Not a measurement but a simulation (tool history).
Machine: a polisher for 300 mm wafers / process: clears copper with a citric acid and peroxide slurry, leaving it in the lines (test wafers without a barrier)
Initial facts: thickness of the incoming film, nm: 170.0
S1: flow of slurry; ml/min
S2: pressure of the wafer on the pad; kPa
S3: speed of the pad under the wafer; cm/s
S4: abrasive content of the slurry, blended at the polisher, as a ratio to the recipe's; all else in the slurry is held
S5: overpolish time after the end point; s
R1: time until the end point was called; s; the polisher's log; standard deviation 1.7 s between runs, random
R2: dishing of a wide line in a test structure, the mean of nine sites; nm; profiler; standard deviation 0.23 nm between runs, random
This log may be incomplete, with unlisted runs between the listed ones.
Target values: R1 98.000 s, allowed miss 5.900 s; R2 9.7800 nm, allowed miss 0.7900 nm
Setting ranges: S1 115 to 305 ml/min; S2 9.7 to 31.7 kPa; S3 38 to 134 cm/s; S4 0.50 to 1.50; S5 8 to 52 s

run,hour,S1,S2,S3,S4,S5,R1,R2
1,0.0,195,20.7,86,1.00,26,76.146,36.1220
2,2.8,195,24.1,86,1.00,26,64.300,41.9840
3,4.7,195,22.8,86,1.00,24,69.428,36.3140
4,12.7,215,22.8,86,1.00,24,68.822,35.8350
5,14.1,225,21.4,86,1.00,22,72.981,32.8380
6,15.7,200,21.4,86,1.00,22,71.468,32.6400
7,17.4,190,20.0,86,1.00,20,79.079,27.0450
8,23.6,180,18.6,88,1.00,19,83.750,25.8210

5 next moves are on the table. One of them brings every result within its allowed miss. Which?
A,29.8,130,23.4,88,1.20,37,?,?
B,29.8,175,15.9,98,0.90,41,?,?
C,29.8,140,23.4,82,1.40,8,?,?
D,29.8,205,17.2,80,0.80,8,?,?
E,29.8,210,19.3,92,1.05,40,?,?

move,R1,R2
A,69.327,54.5570
B,89.444,46.7970
C,70.790,13.4290
D,97.963,9.7791
E,74.894,53.7920
A: lands further from the targets than the last run did
B: lands further from the targets than the last run did
C: better than the last run, though not everything is in spec
D: every result within its allowed miss
E: lands further from the targets than the last run did
So the answer is move D, the one that meets all the targets.

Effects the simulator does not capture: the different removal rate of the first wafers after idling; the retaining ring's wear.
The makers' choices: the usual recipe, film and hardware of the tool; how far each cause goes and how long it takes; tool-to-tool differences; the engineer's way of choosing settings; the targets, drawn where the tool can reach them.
